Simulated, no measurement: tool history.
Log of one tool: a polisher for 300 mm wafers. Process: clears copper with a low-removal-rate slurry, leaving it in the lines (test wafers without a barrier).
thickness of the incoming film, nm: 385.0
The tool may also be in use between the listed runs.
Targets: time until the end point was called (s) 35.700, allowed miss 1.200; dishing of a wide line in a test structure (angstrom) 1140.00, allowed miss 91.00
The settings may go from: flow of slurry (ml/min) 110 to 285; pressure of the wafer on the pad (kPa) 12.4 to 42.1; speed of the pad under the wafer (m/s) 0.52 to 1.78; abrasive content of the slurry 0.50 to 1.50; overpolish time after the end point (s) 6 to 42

| run | hour | flow of slurry (ml/min) | pressure of the wafer on the pad (kPa) | speed of the pad under the wafer (m/s) | abrasive content of the slurry | overpolish time after the end point (s) | time until the end point was called (s) | dishing of a wide line in a test structure (angstrom) |
|---|---|---|---|---|---|---|---|---|
| 1 | 0.0 | 180 | 26.9 | 1.14 | 1.00 | 21 | 69.932 | 614.99 |
| 2 | 4.0 | 180 | 23.4 | 1.14 | 1.00 | 21 | 78.240 | 571.50 |
| 3 | 7.1 | 180 | 23.4 | 1.14 | 1.00 | 15 | 79.211 | 446.31 |
| 4 | 10.0 | 180 | 26.9 | 1.16 | 1.00 | 17 | 68.863 | 536.84 |
| 5 | 11.4 | 180 | 29.6 | 1.18 | 1.00 | 18 | 61.126 | 607.80 |
| 6 | 15.5 | 185 | 31.7 | 1.20 | 1.00 | 19 | 57.142 | 694.02 |
| 7 | 19.5 | 185 | 33.8 | 1.24 | 1.00 | 19 | 52.283 | 724.67 |
| 8 | 23.1 | 185 | 35.2 | 1.28 | 1.00 | 20 | 48.352 | 781.27 |
| 9 | 28.6 | 185 | 35.2 | 1.28 | 1.00 | 20 | 48.621 | 784.76 |
| 10 | 29.8 | 185 | 36.5 | 1.30 | 1.00 | 21 | 45.380 | 833.86 |
| 11 | 32.2 | 185 | 37.9 | 1.32 | 1.00 | 22 | 44.336 | 884.38 |

Which of these 4 next moves meets every target?
| A | 34.6 | 205 | 42.1 | 1.62 | 1.05 | 37 | ? | ? |
| B | 34.6 | 135 | 42.1 | 1.52 | 1.10 | 27 | ? | ? |
| C | 34.6 | 170 | 36.5 | 1.26 | 0.95 | 13 | ? | ? |
| D | 34.6 | 170 | 35.2 | 1.18 | 0.85 | 29 | ? | ? |

| move | time until the end point was called (s) | dishing of a wide line in a test structure (angstrom) |
|---|---|---|
| A | 32.327 | 1295.20 |
| B | 36.097 | 1108.40 |
| C | 48.711 | 576.69 |
| D | 54.703 | 911.22 |
A: takes the result that was furthest off past its target
B: meets every target
C: further off than the last run
D: further off than the last run
The right move is B.
